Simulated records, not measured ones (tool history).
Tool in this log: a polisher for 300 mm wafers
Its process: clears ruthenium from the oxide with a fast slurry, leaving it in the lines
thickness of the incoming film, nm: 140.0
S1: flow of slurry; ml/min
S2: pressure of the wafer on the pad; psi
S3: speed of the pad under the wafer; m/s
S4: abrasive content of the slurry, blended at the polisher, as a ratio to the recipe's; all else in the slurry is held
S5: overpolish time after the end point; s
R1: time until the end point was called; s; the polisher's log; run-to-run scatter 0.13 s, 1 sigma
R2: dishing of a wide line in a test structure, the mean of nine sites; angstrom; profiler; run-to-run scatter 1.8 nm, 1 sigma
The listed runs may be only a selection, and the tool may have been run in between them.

| run | hour | S1 | S2 | S3 | S4 | S5 | R1 | R2 |
|---|---|---|---|---|---|---|---|---|
| 1 | 0.0 | 205 | 3.4 | 1.02 | 1.00 | 19 | 24.350 | 751.07 |
| 2 | 7.3 | 160 | 3.4 | 1.02 | 1.00 | 19 | 25.371 | 722.85 |
| 3 | 15.4 | 160 | 3.4 | 1.20 | 1.00 | 19 | 21.561 | 831.16 |
| 4 | 19.8 | 165 | 3.6 | 1.20 | 1.00 | 18 | 20.131 | 789.79 |
| 5 | 26.9 | 165 | 3.6 | 1.20 | 0.85 | 18 | 22.267 | 777.49 |
| 6 | 33.1 | 165 | 2.9 | 1.20 | 0.85 | 18 | 27.022 | 669.50 |

Expected results for the next run?
| 7 | 40.3 | 170 | 3.2 | 1.20 | 0.85 | 18 | ? | ? |

Run 7 measured R1 25.009 s, R2 709.78 angstrom.
